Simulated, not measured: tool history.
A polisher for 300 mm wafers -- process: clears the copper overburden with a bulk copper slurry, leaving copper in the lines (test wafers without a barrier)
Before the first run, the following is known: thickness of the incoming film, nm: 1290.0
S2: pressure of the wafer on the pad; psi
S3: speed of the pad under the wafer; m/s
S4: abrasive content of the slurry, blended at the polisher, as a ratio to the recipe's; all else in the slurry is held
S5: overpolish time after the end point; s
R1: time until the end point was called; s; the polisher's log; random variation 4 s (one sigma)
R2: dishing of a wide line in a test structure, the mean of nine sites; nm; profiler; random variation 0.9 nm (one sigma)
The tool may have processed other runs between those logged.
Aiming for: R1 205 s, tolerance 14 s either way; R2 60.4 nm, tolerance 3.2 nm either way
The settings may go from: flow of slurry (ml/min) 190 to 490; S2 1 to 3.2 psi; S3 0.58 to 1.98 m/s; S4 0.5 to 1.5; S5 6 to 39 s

Run 1, hour 0: flow of slurry (ml/min) 315, S2 2.1 psi, S3 1.28 m/s, S4 1, S5 20 s. Result: R1 137.06 s, R2 89.437 nm.
Run 2, hour 1.3: flow of slurry (ml/min) 315, S2 2 psi, S3 1.28 m/s, S4 1, S5 20 s. Result: R1 144.39 s, R2 87.494 nm.
Run 3, hour 8.5: flow of slurry (ml/min) 315, S2 2.2 psi, S3 1.28 m/s, S4 1, S5 20 s. Result: R1 131.05 s, R2 91.58 nm.
Run 4, hour 14.1: flow of slurry (ml/min) 315, S2 2.2 psi, S3 1.28 m/s, S4 1.1, S5 20 s. Result: R1 126.96 s, R2 94.007 nm.
Run 5, hour 15.9: flow of slurry (ml/min) 315, S2 2.2 psi, S3 1.28 m/s, S4 0.95, S5 20 s. Result: R1 131.19 s, R2 92.841 nm.
Run 6, hour 17.4: flow of slurry (ml/min) 315, S2 2.5 psi, S3 1.28 m/s, S4 0.95, S5 20 s. Result: R1 113.93 s, R2 103.65 nm.
Run 7, hour 20.7: flow of slurry (ml/min) 315, S2 1.9 psi, S3 1.22 m/s, S4 0.95, S5 16 s. Result: R1 152.8 s, R2 71.468 nm.
Run 8, hour 27.2: flow of slurry (ml/min) 315, S2 1.8 psi, S3 1.22 m/s, S4 0.95, S5 16 s. Result: R1 160.69 s, R2 68.458 nm.
Run 9, hour 35.7: flow of slurry (ml/min) 315, S2 1.7 psi, S3 1.22 m/s, S4 0.95, S5 16 s. Result: R1 176.96 s, R2 64.397 nm.

Exactly one of the 5 candidate moves below puts every result within its allowed miss. Which one?
Run A, hour 44.2: flow of slurry (ml/min) 290, S2 1.5 psi, S3 1.22 m/s, S4 0.9, S5 17 s. Result: R1 ?, R2 ?.
Run B, hour 44.2: flow of slurry (ml/min) 310, S2 1.4 psi, S3 1.38 m/s, S4 1.05, S5 18 s. Result: R1 ?, R2 ?.
Run C, hour 44.2: flow of slurry (ml/min) 345, S2 1.6 psi, S3 1.18 m/s, S4 0.8, S5 19 s. Result: R1 ?, R2 ?.
Run D, hour 44.2: flow of slurry (ml/min) 260, S2 1.4 psi, S3 1.22 m/s, S4 0.9, S5 21 s. Result: R1 ?, R2 ?.
Run E, hour 44.2: flow of slurry (ml/min) 315, S2 2 psi, S3 1.22 m/s, S4 0.95, S5 14 s. Result: R1 ?, R2 ?.

move      R1      R2
   A  198.45   61.24
   B  185.01  65.886
   C     194  67.719
   D   213.7  66.308
   E  147.81  68.527
A: every result within its allowed miss
B: gains on the last run, yet a result remains outside its allowed miss
C: corrects the largest miss of the last run, while another result sits out of spec
D: corrects the largest miss of the last run, while another result sits out of spec
E: further off than the last run
Go with A: it meets all targets.
